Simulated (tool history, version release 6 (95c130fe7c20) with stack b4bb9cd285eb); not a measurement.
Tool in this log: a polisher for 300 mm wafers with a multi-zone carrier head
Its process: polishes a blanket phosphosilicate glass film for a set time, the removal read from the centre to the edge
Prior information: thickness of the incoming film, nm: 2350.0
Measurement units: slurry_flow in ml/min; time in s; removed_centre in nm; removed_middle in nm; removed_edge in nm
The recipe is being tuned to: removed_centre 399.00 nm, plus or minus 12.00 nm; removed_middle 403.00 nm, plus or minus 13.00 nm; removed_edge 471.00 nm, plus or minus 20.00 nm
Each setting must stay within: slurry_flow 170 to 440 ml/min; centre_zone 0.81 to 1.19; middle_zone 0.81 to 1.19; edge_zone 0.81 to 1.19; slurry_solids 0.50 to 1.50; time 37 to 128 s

{"run": 1, "day": 0.0, "slurry_flow": 280, "centre_zone": 1.0, "middle_zone": 1.0, "edge_zone": 1.0, "slurry_solids": 1.0, "time": 82, "removed_centre": 628.49, "removed_middle": 612.16, "removed_edge": 622.6}
{"run": 2, "day": 0.267, "slurry_flow": 330, "centre_zone": 1.0, "middle_zone": 1.0, "edge_zone": 1.0, "slurry_solids": 1.0, "time": 82, "removed_centre": 637.52, "removed_middle": 608.63, "removed_edge": 625.21}
{"run": 3, "day": 0.321, "slurry_flow": 330, "centre_zone": 0.98, "middle_zone": 0.98, "edge_zone": 1.0, "slurry_solids": 0.95, "time": 81, "removed_centre": 607.8, "removed_middle": 582.72, "removed_edge": 618.59}
{"run": 4, "day": 0.55, "slurry_flow": 330, "centre_zone": 1.01, "middle_zone": 0.98, "edge_zone": 1.0, "slurry_solids": 0.95, "time": 81, "removed_centre": 626.73, "removed_middle": 586.45, "removed_edge": 613.24}
{"run": 5, "day": 0.762, "slurry_flow": 270, "centre_zone": 1.01, "middle_zone": 0.98, "edge_zone": 1.0, "slurry_solids": 0.95, "time": 81, "removed_centre": 611.43, "removed_middle": 585.68, "removed_edge": 596.68}
{"run": 6, "day": 0.912, "slurry_flow": 270, "centre_zone": 1.07, "middle_zone": 0.98, "edge_zone": 1.0, "slurry_solids": 0.95, "time": 81, "removed_centre": 651.03, "removed_middle": 574.52, "removed_edge": 594.83}
{"run": 7, "day": 1.229, "slurry_flow": 270, "centre_zone": 1.05, "middle_zone": 0.97, "edge_zone": 1.01, "slurry_solids": 0.9, "time": 80, "removed_centre": 623.99, "removed_middle": 543.27, "removed_edge": 590.35}
{"run": 8, "day": 1.338, "slurry_flow": 270, "centre_zone": 1.03, "middle_zone": 0.96, "edge_zone": 1.0, "slurry_solids": 0.85, "time": 79, "removed_centre": 582.08, "removed_middle": 533.15, "removed_edge": 549.7}
{"run": 9, "day": 1.65, "slurry_flow": 275, "centre_zone": 1.01, "middle_zone": 0.95, "edge_zone": 1.01, "slurry_solids": 0.8, "time": 78, "removed_centre": 553.54, "removed_middle": 502.11, "removed_edge": 551.02}
{"run": 10, "day": 1.838, "slurry_flow": 275, "centre_zone": 0.99, "middle_zone": 0.94, "edge_zone": 1.0, "slurry_solids": 0.75, "time": 78, "removed_centre": 529.98, "removed_middle": 494.2, "removed_edge": 526.49}
{"run": 11, "day": 2.175, "slurry_flow": 275, "centre_zone": 0.97, "middle_zone": 0.93, "edge_zone": 1.0, "slurry_solids": 0.7, "time": 78, "removed_centre": 507.24, "removed_middle": 476.43, "removed_edge": 514.97}
{"run": 12, "day": 2.271, "slurry_flow": 275, "centre_zone": 0.95, "middle_zone": 0.92, "edge_zone": 1.0, "slurry_solids": 0.7, "time": 78, "removed_centre": 494.2, "removed_middle": 462.2, "removed_edge": 512.72}
{"run": 13, "day": 2.55, "slurry_flow": 270, "centre_zone": 0.93, "middle_zone": 0.91, "edge_zone": 1.0, "slurry_solids": 0.7, "time": 78, "removed_centre": 486.15, "removed_middle": 461.57, "removed_edge": 514.64}
{"run": 14, "day": 2.771, "slurry_flow": 240, "centre_zone": 0.83, "middle_zone": 0.82, "edge_zone": 0.98, "slurry_solids": 0.5, "time": 77, "removed_centre": 367.22, "removed_middle": 363.77, "removed_edge": 437.06}

Below are 5 possible settings for the next run. Only one of them brings all results inside the allowed miss of their targets. Which is it?
{"run": "A", "day": 2.992, "slurry_flow": 265, "centre_zone": 0.81, "middle_zone": 0.82, "edge_zone": 0.92, "slurry_solids": 0.5, "time": 84, "removed_centre": "?", "removed_middle": "?", "removed_edge": "?"}
{"run": "B", "day": 2.992, "slurry_flow": 215, "centre_zone": 0.97, "middle_zone": 1.04, "edge_zone": 0.89, "slurry_solids": 0.5, "time": 76, "removed_centre": "?", "removed_middle": "?", "removed_edge": "?"}
{"run": "C", "day": 2.992, "slurry_flow": 235, "centre_zone": 0.85, "middle_zone": 0.86, "edge_zone": 0.95, "slurry_solids": 0.5, "time": 67, "removed_centre": "?", "removed_middle": "?", "removed_edge": "?"}
{"run": "D", "day": 2.992, "slurry_flow": 280, "centre_zone": 0.86, "middle_zone": 0.89, "edge_zone": 1.02, "slurry_solids": 0.55, "time": 71, "removed_centre": "?", "removed_middle": "?", "removed_edge": "?"}
{"run": "E", "day": 2.992, "slurry_flow": 240, "centre_zone": 0.81, "middle_zone": 0.81, "edge_zone": 1.06, "slurry_solids": 0.55, "time": 83, "removed_centre": "?", "removed_middle": "?", "removed_edge": "?"}

move=A removed_centre=397.29 removed_middle=398.55 removed_edge=467.18
move=B removed_centre=422.78 removed_middle=425.03 removed_edge=409.97
move=C removed_centre=328.87 removed_middle=326.00 removed_edge=374.39
move=D removed_centre=372.35 removed_middle=373.75 removed_edge=429.26
move=E removed_centre=403.52 removed_middle=401.40 removed_edge=505.69
A: each result inside its tolerance
B: pushes the last run's worst result past its target
C: further off than the last run
D: moves toward the targets from the last run without getting all of them in spec
E: the worst result of the last run now meets its target, but another is out of spec
Move A is the one to make.
